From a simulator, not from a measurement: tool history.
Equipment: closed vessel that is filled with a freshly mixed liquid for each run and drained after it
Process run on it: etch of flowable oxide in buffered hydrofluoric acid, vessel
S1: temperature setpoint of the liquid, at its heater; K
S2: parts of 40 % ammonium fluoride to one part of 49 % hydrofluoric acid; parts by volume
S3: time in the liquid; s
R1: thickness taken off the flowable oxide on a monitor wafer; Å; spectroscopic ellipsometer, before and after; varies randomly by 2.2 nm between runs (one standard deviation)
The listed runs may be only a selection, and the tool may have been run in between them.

Run 1, day 0.000: S1 297.15 K, S2 8.5 parts by volume, S3 100 s. Result: R1 3519.2 Å.
Run 2, day 0.179: S1 298.65 K, S2 8.0 parts by volume, S3 100 s. Result: R1 4032.6 Å.
Run 3, day 0.304: S1 297.15 K, S2 8.0 parts by volume, S3 100 s. Result: R1 3739.8 Å.
Run 4, day 0.329: S1 299.65 K, S2 8.0 parts by volume, S3 100 s. Result: R1 4255.4 Å.
Run 5, day 0.529: S1 300.65 K, S2 7.5 parts by volume, S3 100 s. Result: R1 4833.4 Å.
Run 6, day 0.896: S1 301.65 K, S2 7.5 parts by volume, S3 100 s. Result: R1 5079.6 Å.
Run 7, day 1.250: S1 302.15 K, S2 7.5 parts by volume, S3 100 s. Result: R1 5243.1 Å.
Run 8, day 1.354: S1 302.65 K, S2 7.5 parts by volume, S3 100 s. Result: R1 5380.1 Å.

Estimate the outcome of run 9 from the log above:
Run 9, day 1.708: S1 303.15 K, S2 7.5 parts by volume, S3 100 s. Result: R1 ?.

R1: 5491.6 Å
